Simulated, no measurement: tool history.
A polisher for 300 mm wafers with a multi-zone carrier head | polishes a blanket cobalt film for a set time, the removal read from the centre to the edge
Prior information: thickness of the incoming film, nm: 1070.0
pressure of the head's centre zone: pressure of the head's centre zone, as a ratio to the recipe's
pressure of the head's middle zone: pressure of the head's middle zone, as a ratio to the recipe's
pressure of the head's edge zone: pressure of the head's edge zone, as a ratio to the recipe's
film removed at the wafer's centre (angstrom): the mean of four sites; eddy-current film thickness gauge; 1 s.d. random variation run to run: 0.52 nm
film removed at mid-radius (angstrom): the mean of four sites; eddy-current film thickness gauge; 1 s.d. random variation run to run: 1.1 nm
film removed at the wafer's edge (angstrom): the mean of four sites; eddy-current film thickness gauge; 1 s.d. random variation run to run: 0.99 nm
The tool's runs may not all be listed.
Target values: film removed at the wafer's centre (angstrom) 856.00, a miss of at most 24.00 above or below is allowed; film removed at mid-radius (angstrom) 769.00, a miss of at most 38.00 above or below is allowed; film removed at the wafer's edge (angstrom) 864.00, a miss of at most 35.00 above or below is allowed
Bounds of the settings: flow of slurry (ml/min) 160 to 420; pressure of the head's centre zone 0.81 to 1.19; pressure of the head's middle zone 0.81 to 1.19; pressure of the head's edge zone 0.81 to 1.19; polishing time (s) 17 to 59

run  hour  flow of slurry (ml/min)  pressure of the head's centre zone  pressure of the head's middle zone  pressure of the head's edge zone  polishing time (s)  film removed at the wafer's centre (angstrom)  film removed at mid-radius (angstrom)  film removed at the wafer's edge (angstrom)
  1   0.0                      270                                1.00                                1.00                              1.00                  38                                        1373.80                                1543.30                                      1481.10
  2   7.2                      270                                1.00                                1.04                              1.00                  38                                        1376.00                                1555.50                                      1480.70
  3  10.9                      245                                1.03                                0.97                              1.02                  32                                        1176.20                                1252.40                                      1257.70
  4  18.1                      245                                1.03                                1.03                              1.02                  32                                        1174.20                                1306.80                                      1290.00
  5  21.4                      240                                1.05                                0.97                              1.02                  28                                        1034.10                                1081.60                                      1095.30
  6  22.0                      240                                1.05                                0.91                              1.02                  28                                        1043.10                                1047.10                                      1115.50
  7  24.5                      225                                1.10                                0.81                              0.97                  18                                         706.06                                 592.29                                       703.05
  8  26.3                      250                                1.11                                0.84                              1.01                  18                                         718.21                                 619.42                                       717.43
     30.3  -- centre zone pressure recalibrated
  9  30.3                      250                                1.12                                0.86                              1.04                  19                                         866.11                                 658.84                                       765.93
 10  37.4                      250                                1.10                                0.87                              1.05                  19                                         854.73                                 676.06                                       754.38
 11  39.1                      250                                1.07                                0.86                              1.05                  20                                         860.19                                 713.98                                       821.35
 12  47.2                      250                                1.07                                0.86                              1.05                  20                                         864.63                                 721.09                                       817.43
 13  53.3                      245                                1.05                                0.86                              1.05                  20                                         851.80                                 691.84                                       810.64

Exercise: of the 5 proposed moves below, exactly one satisfies all targets within the stated allowed misses. Which move is it?
  A  59.4                      210                                0.99                                0.87                              0.99                  22                                              ?                                      ?                                            ?
  B  59.4                      205                                1.08                                1.00                              0.90                  20                                              ?                                      ?                                            ?
  C  59.4                      250                                1.12                                0.91                              1.03                  20                                              ?                                      ?                                            ?
  D  59.4                      260                                1.10                                0.92                              1.04                  19                                              ?                                      ?                                            ?
  E  59.4                      295                                1.19                                0.89                              1.11                  18                                              ?                                      ?                                            ?

move  film removed at the wafer's centre (angstrom)  film removed at mid-radius (angstrom)  film removed at the wafer's edge (angstrom)
   A                                         861.00                                 787.27                                       854.19
   B                                         852.27                                 801.13                                       750.45
   C                                         907.07                                 757.76                                       798.55
   D                                         850.24                                 729.60                                       763.41
   E                                         883.94                                 680.61                                       747.04
A: every result within its allowed miss
B: puts the biggest miss on target and leaves a different result outside tolerance
C: puts the biggest miss on target and leaves a different result outside tolerance
D: the biggest miss grows against the last run
E: the biggest miss grows against the last run
A is the move that brings every result within its allowed miss.

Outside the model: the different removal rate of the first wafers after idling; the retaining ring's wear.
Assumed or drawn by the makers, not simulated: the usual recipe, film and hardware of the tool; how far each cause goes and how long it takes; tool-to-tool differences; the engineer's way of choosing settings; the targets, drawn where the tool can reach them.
